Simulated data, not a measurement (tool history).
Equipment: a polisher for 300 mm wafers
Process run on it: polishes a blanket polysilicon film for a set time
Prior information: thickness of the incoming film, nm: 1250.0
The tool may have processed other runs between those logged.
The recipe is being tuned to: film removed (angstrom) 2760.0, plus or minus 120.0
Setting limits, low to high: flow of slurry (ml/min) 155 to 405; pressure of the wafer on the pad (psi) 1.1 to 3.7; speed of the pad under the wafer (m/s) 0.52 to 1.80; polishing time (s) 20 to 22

| run | hour | flow of slurry (ml/min) | pressure of the wafer on the pad (psi) | speed of the pad under the wafer (m/s) | polishing time (s) | film removed (angstrom) |
|---|---|---|---|---|---|---|
| 1 | 0.0 | 260 | 2.4 | 1.16 | 22 | 2041.5 |
| 2 | 2.4 | 260 | 2.4 | 1.36 | 22 | 2320.0 |
| 3 | 5.8 | 260 | 2.5 | 1.36 | 22 | 2498.9 |
| 4 | 12.1 | 260 | 2.6 | 1.36 | 22 | 2476.8 |
| 5 | 16.2 | 260 | 2.3 | 1.36 | 22 | 2301.0 |
| 6 | 18.0 | 260 | 2.3 | 1.36 | 20 | 2110.4 |
| 7 | 21.8 | 260 | 2.4 | 1.36 | 20 | 2179.6 |
| 8 | 30.3 | 260 | 2.5 | 1.36 | 20 | 2182.7 |
| 9 | 38.3 | 260 | 2.6 | 1.38 | 20 | 2293.1 |
| 10 | 39.0 | 260 | 2.7 | 1.38 | 20 | 2410.5 |
| 11 | 42.6 | 260 | 2.8 | 1.38 | 20 | 2455.2 |
| 12 | 51.3 | 260 | 2.9 | 1.38 | 20 | 2531.9 |

Exactly one of the 4 candidate moves below puts every result within its allowed miss. Which one?
| A | 60.0 | 250 | 2.8 | 1.34 | 20 | ? |
| B | 60.0 | 265 | 3.0 | 1.36 | 22 | ? |
| C | 60.0 | 245 | 3.1 | 1.30 | 21 | ? |
| D | 60.0 | 205 | 2.7 | 1.42 | 21 | ? |

| move | film removed (angstrom) |
|---|---|
| A | 2344.0 |
| B | 2767.0 |
| C | 2565.5 |
| D | 2472.6 |
A: its largest miss is bigger than the last run's
B: hits every target within its allowed miss
C: nearer the targets than the last run, but a result is still out of spec
D: its largest miss is bigger than the last run's
The move that meets every target is B.
